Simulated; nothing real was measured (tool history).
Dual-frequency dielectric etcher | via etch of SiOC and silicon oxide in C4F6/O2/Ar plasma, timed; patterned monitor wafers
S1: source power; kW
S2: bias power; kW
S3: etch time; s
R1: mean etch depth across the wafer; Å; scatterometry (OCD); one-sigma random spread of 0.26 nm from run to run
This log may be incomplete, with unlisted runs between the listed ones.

run,day,S1,S2,S3,R1
1,0,0.45,0.17,60.5,663.74
2,0.333,0.4,0.15,59,572.6
3,0.533,0.33,0.15,59,494.9
4,0.671,0.32,0.15,59,481.72
5,0.8,0.27,0.15,59,416.41
6,0.888,0.28,0.151,59,433.68
7,1.104,0.34,0.156,59,520.31
8,1.225,0.33,0.156,59,512.77
9,1.433,0.32,0.156,59,493.78
10,1.8,0.27,0.152,59,419.78
11,1.9,0.28,0.152,59,434.69
12,1.929,0.29,0.152,59,448.59

Forecast run 13:
13,2.067,0.32,0.155,59,?

Logged for run 13: R1 493.33 Å.
